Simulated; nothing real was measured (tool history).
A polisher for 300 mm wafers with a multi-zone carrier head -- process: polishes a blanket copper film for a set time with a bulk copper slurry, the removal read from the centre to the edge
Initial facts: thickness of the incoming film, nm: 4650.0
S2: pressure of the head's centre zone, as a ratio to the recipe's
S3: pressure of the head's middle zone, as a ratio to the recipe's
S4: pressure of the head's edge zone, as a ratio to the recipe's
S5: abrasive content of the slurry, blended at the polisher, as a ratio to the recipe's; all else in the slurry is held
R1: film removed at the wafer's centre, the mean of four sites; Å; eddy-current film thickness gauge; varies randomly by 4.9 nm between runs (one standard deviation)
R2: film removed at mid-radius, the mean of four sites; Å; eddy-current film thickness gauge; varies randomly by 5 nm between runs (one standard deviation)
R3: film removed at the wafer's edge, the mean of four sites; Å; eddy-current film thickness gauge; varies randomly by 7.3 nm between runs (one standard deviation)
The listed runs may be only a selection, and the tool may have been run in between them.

Run 1, hour 0.0: flow of slurry (ml/min) 280, S2 1.00, S3 1.00, S4 1.00, S5 1.00, polishing time (s) 54. Result: R1 7235.8 Å, R2 7303.2 Å, R3 7188.3 Å.
Run 2, hour 7.4: flow of slurry (ml/min) 280, S2 1.00, S3 0.98, S4 0.99, S5 0.95, polishing time (s) 53. Result: R1 6984.1 Å, R2 6854.7 Å, R3 6853.4 Å.
Run 3, hour 9.4: flow of slurry (ml/min) 280, S2 1.00, S3 0.98, S4 0.91, S5 0.95, polishing time (s) 53. Result: R1 6892.7 Å, R2 6844.7 Å, R3 6720.2 Å.
Run 4, hour 16.7: flow of slurry (ml/min) 280, S2 1.00, S3 0.97, S4 0.90, S5 0.90, polishing time (s) 53. Result: R1 6835.4 Å, R2 6786.0 Å, R3 6582.9 Å.
Run 5, hour 17.5: flow of slurry (ml/min) 305, S2 1.00, S3 0.97, S4 0.90, S5 0.90, polishing time (s) 53. Result: R1 7018.1 Å, R2 6687.8 Å, R3 6825.4 Å.
Run 6, hour 20.8: flow of slurry (ml/min) 300, S2 1.00, S3 0.96, S4 0.89, S5 0.85, polishing time (s) 53. Result: R1 6910.6 Å, R2 6591.9 Å, R3 6369.0 Å.
Run 7, hour 23.7: flow of slurry (ml/min) 310, S2 0.99, S3 0.94, S4 0.89, S5 0.85, polishing time (s) 52. Result: R1 6694.6 Å, R2 6429.9 Å, R3 6379.6 Å.
Run 8, hour 27.7: flow of slurry (ml/min) 320, S2 0.99, S3 0.92, S4 0.90, S5 0.85, polishing time (s) 51. Result: R1 6555.7 Å, R2 6303.8 Å, R3 6236.4 Å.
Run 9, hour 32.5: flow of slurry (ml/min) 335, S2 1.00, S3 0.91, S4 0.93, S5 0.85, polishing time (s) 50. Result: R1 6591.6 Å, R2 6083.7 Å, R3 6385.8 Å.
Run 10, hour 37.2: flow of slurry (ml/min) 335, S2 1.00, S3 0.90, S4 0.93, S5 0.80, polishing time (s) 50. Result: R1 6537.7 Å, R2 5951.1 Å, R3 6273.9 Å.
Run 11, hour 44.0: flow of slurry (ml/min) 330, S2 1.00, S3 0.89, S4 0.93, S5 0.75, polishing time (s) 50. Result: R1 6405.4 Å, R2 5723.2 Å, R3 6306.7 Å.
Run 12, hour 44.7: flow of slurry (ml/min) 325, S2 1.00, S3 0.88, S4 0.92, S5 0.75, polishing time (s) 50. Result: R1 6450.9 Å, R2 5575.6 Å, R3 6160.9 Å.

Estimate the outcome of run 13 from the log above:
Run 13, hour 46.1: flow of slurry (ml/min) 315, S2 1.00, S3 0.88, S4 0.91, S5 0.75, polishing time (s) 50. Result: R1 ?, R2 ?, R3 ?.

{"run 13": {"R1": 6432.9, "R2": 5617.9, "R3": 5921.8}}
